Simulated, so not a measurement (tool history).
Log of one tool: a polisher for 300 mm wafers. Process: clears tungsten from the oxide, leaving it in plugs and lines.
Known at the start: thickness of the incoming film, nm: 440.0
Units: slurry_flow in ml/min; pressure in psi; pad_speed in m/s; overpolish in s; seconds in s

{"run": 1, "day": 0.0, "slurry_flow": 135, "pressure": 2.5, "pad_speed": 1.1, "slurry_solids": 1, "overpolish": 39, "seconds": 149.06}
{"run": 2, "day": 0.279, "slurry_flow": 135, "pressure": 2.5, "pad_speed": 1.1, "slurry_solids": 1, "overpolish": 42, "seconds": 148.68}
{"run": 3, "day": 0.475, "slurry_flow": 135, "pressure": 2.5, "pad_speed": 1.1, "slurry_solids": 0.8, "overpolish": 42, "seconds": 154.68}
{"run": 4, "day": 0.658, "slurry_flow": 165, "pressure": 2.5, "pad_speed": 1.1, "slurry_solids": 0.8, "overpolish": 42, "seconds": 148.46}
{"run": 5, "day": 0.729, "slurry_flow": 165, "pressure": 2.5, "pad_speed": 1.1, "slurry_solids": 0.8, "overpolish": 42, "seconds": 148.58}
{"run": 6, "day": 1.104, "slurry_flow": 165, "pressure": 2.1, "pad_speed": 1, "slurry_solids": 0.8, "overpolish": 42, "seconds": 193.48}
{"run": 7, "day": 1.442, "slurry_flow": 165, "pressure": 1.8, "pad_speed": 0.94, "slurry_solids": 0.8, "overpolish": 42, "seconds": 239.6}
{"run": 8, "day": 1.604, "slurry_flow": 165, "pressure": 1.6, "pad_speed": 0.92, "slurry_solids": 0.8, "overpolish": 42, "seconds": 279.66}

Forecast run 9:
{"run": 9, "day": 1.783, "slurry_flow": 160, "pressure": 1.5, "pad_speed": 0.92, "slurry_solids": 0.8, "overpolish": 42, "seconds": "?"}

seconds: 284.5 s
